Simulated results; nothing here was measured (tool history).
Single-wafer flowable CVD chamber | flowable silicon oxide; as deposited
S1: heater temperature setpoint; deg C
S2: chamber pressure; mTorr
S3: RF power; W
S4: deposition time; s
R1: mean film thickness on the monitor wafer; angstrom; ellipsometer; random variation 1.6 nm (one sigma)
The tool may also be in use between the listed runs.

run  hour  S1    S2    S3   S4      R1
  1   0.0  90  1040  2410  435  6156.8
  2   0.8  92  1040  2410  435  5730.1
  3   6.1  92  1040  2410  415  5447.0
  4   9.5  92  1220  2410  415  6302.1
  5  15.9  92  1220  2410  415  6221.5
  6  23.1  92  1220  2640  415  6321.5

The next listed run, before its measurement:
  7  26.6  94  1220  2640  415   ?

R1: 5838.9 angstrom
